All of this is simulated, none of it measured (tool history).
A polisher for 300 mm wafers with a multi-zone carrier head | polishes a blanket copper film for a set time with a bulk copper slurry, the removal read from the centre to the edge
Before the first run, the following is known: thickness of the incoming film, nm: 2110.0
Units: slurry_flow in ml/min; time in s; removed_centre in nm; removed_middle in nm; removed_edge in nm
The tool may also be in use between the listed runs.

run	hour	slurry_flow	centre_zone	middle_zone	edge_zone	slurry_solids	time	removed_centre	removed_middle	removed_edge
1	0.0	200	1.00	1.00	1.00	1.0	32	188.88	208.74	198.00
2	3.1	195	1.03	0.95	0.99	0.9	29	172.70	177.21	177.40
3	7.2	215	1.03	0.95	0.99	0.9	29	176.04	180.73	178.59
4	13.3	215	1.07	0.95	0.99	0.9	29	182.59	184.24	180.81
5	18.2	215	1.07	1.02	0.99	0.9	29	180.27	189.24	180.45
6	24.1	200	1.09	0.97	0.97	0.8	27	168.15	166.82	160.93

Estimate the outcome of run 7 from the log above:
7	30.7	185	1.10	0.93	0.98	0.7	26	?	?	?

{"run 7": {"removed_centre": 159.79, "removed_middle": 146.08, "removed_edge": 152.79}}
